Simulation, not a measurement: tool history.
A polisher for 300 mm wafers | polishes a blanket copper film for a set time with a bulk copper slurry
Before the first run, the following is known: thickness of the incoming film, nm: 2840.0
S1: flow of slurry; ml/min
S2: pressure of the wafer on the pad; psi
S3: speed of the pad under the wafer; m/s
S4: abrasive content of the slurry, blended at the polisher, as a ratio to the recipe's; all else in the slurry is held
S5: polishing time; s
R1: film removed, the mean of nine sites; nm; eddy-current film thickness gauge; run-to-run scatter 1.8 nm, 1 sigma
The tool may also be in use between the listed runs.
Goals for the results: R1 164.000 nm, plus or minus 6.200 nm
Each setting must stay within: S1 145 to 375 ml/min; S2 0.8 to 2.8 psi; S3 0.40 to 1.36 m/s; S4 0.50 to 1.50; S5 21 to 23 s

| run | day | S1 | S2 | S3 | S4 | S5 | R1 |
|---|---|---|---|---|---|---|---|
| 1 | 0.000 | 240 | 1.8 | 0.88 | 1.00 | 23 | 132.130 |
| 2 | 0.321 | 240 | 1.8 | 0.66 | 1.00 | 23 | 100.020 |
| 3 | 0.650 | 240 | 1.8 | 0.66 | 1.15 | 23 | 99.250 |
| 4 | 1.008 | 240 | 1.8 | 0.58 | 1.15 | 23 | 90.914 |
| 5 | 1.333 | 210 | 1.8 | 0.58 | 1.15 | 23 | 89.211 |
| 6 | 1.383 | 210 | 1.8 | 0.58 | 1.15 | 21 | 80.239 |
| 7 | 1.650 | 225 | 2.0 | 0.60 | 1.15 | 21 | 92.805 |
| 8 | 1.800 | 235 | 2.2 | 0.62 | 1.15 | 21 | 103.870 |
| 9 | 2.167 | 240 | 2.3 | 0.64 | 1.15 | 21 | 113.020 |
| 10 | 2.479 | 245 | 2.4 | 0.66 | 1.15 | 21 | 120.700 |
| 11 | 2.754 | 250 | 2.5 | 0.68 | 1.15 | 21 | 128.320 |
| 12 | 2.971 | 250 | 2.5 | 0.68 | 1.15 | 21 | 128.760 |

Exactly one of the 5 candidate moves below puts every result within its allowed miss. Which one?
| A | 3.188 | 265 | 2.6 | 0.72 | 1.40 | 23 | ? |
| B | 3.188 | 225 | 1.4 | 0.92 | 1.30 | 21 | ? |
| C | 3.188 | 240 | 2.5 | 0.58 | 1.15 | 21 | ? |
| D | 3.188 | 250 | 2.6 | 0.64 | 1.35 | 22 | ? |
| E | 3.188 | 230 | 2.4 | 0.48 | 1.15 | 21 | ? |

| move | R1 |
|---|---|
| A | 163.370 |
| B | 106.650 |
| C | 111.230 |
| D | 137.780 |
| E | 89.226 |
A: every result lands within tolerance
B: misses by more than the last run did
C: misses by more than the last run did
D: nearer than the last run, and not there yet
E: misses by more than the last run did
Move A is the one to make.

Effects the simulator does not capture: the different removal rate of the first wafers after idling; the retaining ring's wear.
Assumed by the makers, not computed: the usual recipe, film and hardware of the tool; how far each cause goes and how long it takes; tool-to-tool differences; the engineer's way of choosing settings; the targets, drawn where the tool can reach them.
